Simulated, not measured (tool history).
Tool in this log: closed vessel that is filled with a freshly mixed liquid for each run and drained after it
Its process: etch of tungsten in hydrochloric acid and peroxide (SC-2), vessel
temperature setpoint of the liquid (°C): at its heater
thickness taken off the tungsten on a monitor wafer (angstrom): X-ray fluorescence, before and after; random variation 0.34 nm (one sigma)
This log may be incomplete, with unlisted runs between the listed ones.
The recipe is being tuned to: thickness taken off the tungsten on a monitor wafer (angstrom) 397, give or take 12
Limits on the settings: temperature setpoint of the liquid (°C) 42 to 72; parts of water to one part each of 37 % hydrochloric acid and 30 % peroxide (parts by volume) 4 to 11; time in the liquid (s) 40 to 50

run    day  temperature setpoint of the liquid (°C)  parts of water to one part each of 37 % hydrochloric acid and 30 % peroxide (parts by volume)  time in the liquid (s)  thickness taken off the tungsten on a monitor wafer (angstrom)
  1      0                                       58                                                                                              6                      50                                                           219.5
  2  0.338                                     59.5                                                                                              6                      50                                                          239.36
  3  0.554                                     59.5                                                                                              6                      50                                                          240.46
  4  0.658                                       61                                                                                              6                      50                                                          263.01
  5   0.95                                       62                                                                                              6                      50                                                          277.33
  6  0.983                                       63                                                                                              6                      50                                                           298.4
  7   1.25                                       64                                                                                              6                      50                                                          321.39
  8  1.462                                     64.5                                                                                              6                      50                                                          327.68
  9  1.662                                       65                                                                                              6                      50                                                          336.32
 10  1.729                                     65.5                                                                                              6                      50                                                          348.66
 11  1.792                                       66                                                                                              6                      50                                                          355.65

5 candidate next runs follow, results not yet known. Just one meets every target within its allowed miss. Identify it.
  A  1.854                                     67.5                                                                                              6                      50                                                               ?
  B  1.854                                       69                                                                                              6                      50                                                               ?
  C  1.854                                       72                                                                                              9                      50                                                               ?
  D  1.854                                     65.5                                                                                            4.5                      50                                                               ?
  E  1.854                                     66.5                                                                                            6.5                      45                                                               ?

move  thickness taken off the tungsten on a monitor wafer (angstrom)
   A                                                          390.06
   B                                                          426.63
   C                                                          370.31
   D                                                          425.49
   E                                                          311.11
A: all results land within tolerance of their targets
B: carries the result that was furthest off beyond its target, to the other side
C: better than the last run, though not everything is in spec
D: carries the result that was furthest off beyond its target, to the other side
E: misses by more than the last run did
The move that meets every target is A.

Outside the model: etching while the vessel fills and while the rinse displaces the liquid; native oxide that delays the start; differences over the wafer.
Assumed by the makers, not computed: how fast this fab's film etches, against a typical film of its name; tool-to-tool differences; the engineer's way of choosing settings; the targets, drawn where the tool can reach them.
